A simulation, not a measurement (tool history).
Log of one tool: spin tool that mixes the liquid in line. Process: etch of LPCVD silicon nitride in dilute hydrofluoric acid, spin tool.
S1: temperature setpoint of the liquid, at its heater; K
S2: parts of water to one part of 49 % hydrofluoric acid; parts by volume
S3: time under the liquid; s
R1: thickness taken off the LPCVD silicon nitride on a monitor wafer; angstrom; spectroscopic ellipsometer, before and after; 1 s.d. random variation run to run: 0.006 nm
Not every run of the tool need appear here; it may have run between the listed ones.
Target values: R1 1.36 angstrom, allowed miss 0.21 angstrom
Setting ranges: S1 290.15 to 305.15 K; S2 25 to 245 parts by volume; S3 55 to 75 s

Run 1, day 0: S1 297.15 K, S2 135 parts by volume, S3 75 s. Result: R1 2.1712 angstrom.
Run 2, day 0.088: S1 298.15 K, S2 135 parts by volume, S3 75 s. Result: R1 2.3325 angstrom.
Run 3, day 0.392: S1 298.15 K, S2 135 parts by volume, S3 75 s. Result: R1 2.2733 angstrom.
Run 4, day 0.725: S1 298.15 K, S2 135 parts by volume, S3 55 s. Result: R1 1.7696 angstrom.
Run 5, day 1.012: S1 298.15 K, S2 140 parts by volume, S3 55 s. Result: R1 1.6872 angstrom.
Run 6, day 1.258: S1 298.15 K, S2 100 parts by volume, S3 55 s. Result: R1 2.2343 angstrom.
Run 7, day 1.529: S1 297.65 K, S2 105 parts by volume, S3 55 s. Result: R1 2.1174 angstrom.
Run 8, day 1.583: S1 297.15 K, S2 110 parts by volume, S3 55 s. Result: R1 1.9592 angstrom.
Run 9, day 1.658: S1 296.65 K, S2 115 parts by volume, S3 55 s. Result: R1 1.9013 angstrom.
Run 10, day 1.762: S1 296.65 K, S2 115 parts by volume, S3 55 s. Result: R1 1.821 angstrom.
Run 11, day 1.829: S1 296.15 K, S2 115 parts by volume, S3 55 s. Result: R1 1.6608 angstrom.

Exactly one of the 5 candidate moves below puts every result within its allowed miss. Which one?
Run A, day 1.896: S1 293.15 K, S2 85 parts by volume, S3 55 s. Result: R1 ?.
Run B, day 1.896: S1 295.15 K, S2 115 parts by volume, S3 70 s. Result: R1 ?.
Run C, day 1.896: S1 292.65 K, S2 140 parts by volume, S3 65 s. Result: R1 ?.
Run D, day 1.896: S1 290.15 K, S2 55 parts by volume, S3 55 s. Result: R1 ?.
Run E, day 1.896: S1 298.65 K, S2 145 parts by volume, S3 75 s. Result: R1 ?.

move      R1
   A   1.963
   B  2.1262
   C  1.3792
   D  2.4336
   E  2.2732
A: its largest miss is bigger than the last run's
B: its largest miss is bigger than the last run's
C: each result inside its tolerance
D: its largest miss is bigger than the last run's
E: its largest miss is bigger than the last run's
Answer: C
